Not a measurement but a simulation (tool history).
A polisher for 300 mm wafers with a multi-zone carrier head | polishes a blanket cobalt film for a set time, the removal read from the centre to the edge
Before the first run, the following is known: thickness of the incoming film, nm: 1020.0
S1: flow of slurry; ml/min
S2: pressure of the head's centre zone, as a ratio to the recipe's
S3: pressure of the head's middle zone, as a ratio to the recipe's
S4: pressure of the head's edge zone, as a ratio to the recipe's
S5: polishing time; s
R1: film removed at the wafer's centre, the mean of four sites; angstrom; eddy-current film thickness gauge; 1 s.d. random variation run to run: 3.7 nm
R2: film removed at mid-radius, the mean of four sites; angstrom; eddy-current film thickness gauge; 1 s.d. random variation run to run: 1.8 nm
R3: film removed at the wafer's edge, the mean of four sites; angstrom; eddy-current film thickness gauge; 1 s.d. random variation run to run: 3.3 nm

run 1 hour=0.0 | S1=295 S2=1.00 S3=1.00 S4=1.00 S5=54 | R1=4051.3 R2=4150.3 R3=4241.7
run 2 hour=4.5 | S1=290 S2=1.02 S3=0.96 S4=0.96 S5=45 | R1=3602.2 R2=3333.0 R3=3517.0
run 3 hour=5.7 | S1=290 S2=1.01 S3=0.94 S4=0.93 S5=39 | R1=3020.4 R2=2841.6 R3=3041.8
run 4 hour=11.6 | S1=335 S2=1.01 S3=0.94 S4=0.93 S5=39 | R1=3089.5 R2=2857.2 R3=3001.8
run 5 hour=19.8 | S1=335 S2=1.01 S3=0.94 S4=0.93 S5=46 | R1=3751.3 R2=3451.6 R3=3481.2
run 6 hour=27.0 | S1=260 S2=1.01 S3=0.94 S4=0.93 S5=46 | R1=3643.7 R2=3331.3 R3=3497.4
run 7 hour=30.6 | S1=265 S2=1.01 S3=0.91 S4=0.90 S5=40 | R1=3054.7 R2=2798.2 R3=2993.9
run 8 hour=38.8 | S1=275 S2=1.02 S3=0.89 S4=0.88 S5=37 | R1=2914.1 R2=2535.5 R3=2722.5
run 9 hour=43.7 | S1=275 S2=1.01 S3=0.87 S4=0.86 S5=35 | R1=2753.3 R2=2375.9 R3=2565.8
run 10 hour=44.7 | S1=275 S2=1.01 S3=0.86 S4=0.85 S5=34 | R1=2657.7 R2=2271.3 R3=2455.6
run 11 hour=47.5 | S1=275 S2=1.01 S3=0.85 S4=0.84 S5=34 | R1=2608.9 R2=2288.6 R3=2445.8
run 12 hour=49.7 | S1=275 S2=1.02 S3=0.84 S4=0.83 S5=33 | R1=2620.2 R2=2195.8 R3=2387.9
run 13 hour=56.3 | S1=275 S2=1.02 S3=0.83 S4=0.82 S5=33 | R1=2610.5 R2=2153.5 R3=2360.8

Predict the results of run 14:
run 14 hour=58.9 | S1=265 S2=1.01 S3=0.83 S4=0.81 S5=31 | R1=? R2=? R3=?

Run 14 gave R1 2376.1 angstrom, R2 2037.0 angstrom, R3 2186.2 angstrom.

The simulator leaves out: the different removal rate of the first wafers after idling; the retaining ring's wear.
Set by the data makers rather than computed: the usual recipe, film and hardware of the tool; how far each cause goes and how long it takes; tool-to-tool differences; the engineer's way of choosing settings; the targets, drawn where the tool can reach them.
